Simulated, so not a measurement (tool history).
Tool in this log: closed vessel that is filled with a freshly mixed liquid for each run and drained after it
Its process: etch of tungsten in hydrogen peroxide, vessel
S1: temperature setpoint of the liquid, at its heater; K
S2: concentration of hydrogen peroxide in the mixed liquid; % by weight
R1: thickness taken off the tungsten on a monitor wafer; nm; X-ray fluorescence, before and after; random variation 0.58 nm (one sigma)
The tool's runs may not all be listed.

run 1 day=0.000 | S1=326.15 S2=18.5 time_in_the_liquid_(s)=105 | R1=131.90
run 2 day=0.158 | S1=327.15 S2=18.5 time_in_the_liquid_(s)=105 | R1=140.66
run 3 day=0.412 | S1=327.15 S2=15.5 time_in_the_liquid_(s)=105 | R1=129.41
run 4 day=0.467 | S1=327.15 S2=14.0 time_in_the_liquid_(s)=105 | R1=122.60
run 5 day=0.812 | S1=328.15 S2=14.0 time_in_the_liquid_(s)=105 | R1=128.66
run 6 day=1.196 | S1=328.15 S2=14.0 time_in_the_liquid_(s)=105 | R1=129.55
run 7 day=1.525 | S1=329.15 S2=14.0 time_in_the_liquid_(s)=105 | R1=137.10
run 8 day=1.646 | S1=329.65 S2=14.0 time_in_the_liquid_(s)=105 | R1=141.03
run 9 day=1.829 | S1=330.15 S2=14.0 time_in_the_liquid_(s)=105 | R1=146.74

For run 10, what comes out?
run 10 day=2.038 | S1=330.65 S2=14.0 time_in_the_liquid_(s)=105 | R1=?

R1: 150.27 nm
